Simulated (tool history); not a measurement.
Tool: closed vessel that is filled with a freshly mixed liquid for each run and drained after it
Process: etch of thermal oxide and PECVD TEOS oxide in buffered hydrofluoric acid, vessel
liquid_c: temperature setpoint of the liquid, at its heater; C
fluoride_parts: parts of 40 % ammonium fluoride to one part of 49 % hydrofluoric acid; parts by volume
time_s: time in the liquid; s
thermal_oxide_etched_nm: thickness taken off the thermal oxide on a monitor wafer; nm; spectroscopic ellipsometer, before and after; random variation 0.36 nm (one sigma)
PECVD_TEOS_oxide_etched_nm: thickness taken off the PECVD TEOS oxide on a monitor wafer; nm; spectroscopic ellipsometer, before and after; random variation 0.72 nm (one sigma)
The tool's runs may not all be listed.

run,hour,liquid_c,fluoride_parts,time_s,thermal_oxide_etched_nm,PECVD_TEOS_oxide_etched_nm
1,0,20,16.5,60,34.559,60.392
2,3.9,18,16.5,60,30.134,53.423
3,9.8,19,16.5,60,31.741,55.871
4,17.8,19,16.5,45,24.172,42.664
# hour 21.7: thermometer replaced
5,21.7,20.5,16,45,24.09,41.922
6,24,20.5,20.5,45,19.106,33.555

Run 7 comes next. What will it give?
7,27.3,21.5,19,45,?,?

{"run 7": {"thermal_oxide_etched_nm": 21.488, "PECVD_TEOS_oxide_etched_nm": 38.088}}
